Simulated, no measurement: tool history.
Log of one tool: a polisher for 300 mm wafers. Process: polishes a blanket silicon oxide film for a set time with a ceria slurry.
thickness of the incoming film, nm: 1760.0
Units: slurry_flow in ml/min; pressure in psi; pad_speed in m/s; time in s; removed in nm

| run | hour | slurry_flow | pressure | pad_speed | time | removed |
|---|---|---|---|---|---|---|
| 1 | 0 | 150 | 2.7 | 0.88 | 58 | 198.83 |
| 2 | 3.2 | 150 | 2.1 | 0.88 | 58 | 154.2 |
| 3 | 10.2 | 145 | 2.1 | 0.88 | 58 | 151.93 |
| 4 | 16.7 | 145 | 2.1 | 0.88 | 61 | 159.26 |
| 5 | 17.3 | 140 | 2.1 | 0.88 | 61 | 158.95 |
| 6 | 25.6 | 140 | 2.1 | 1.02 | 61 | 182.45 |
| 7 | 30.7 | 135 | 2 | 1.02 | 61 | 175.6 |

The next listed run, before its measurement:
| 8 | 38.4 | 130 | 1.9 | 1.02 | 61 | ? |

{"run 8": {"removed": 162.47}}
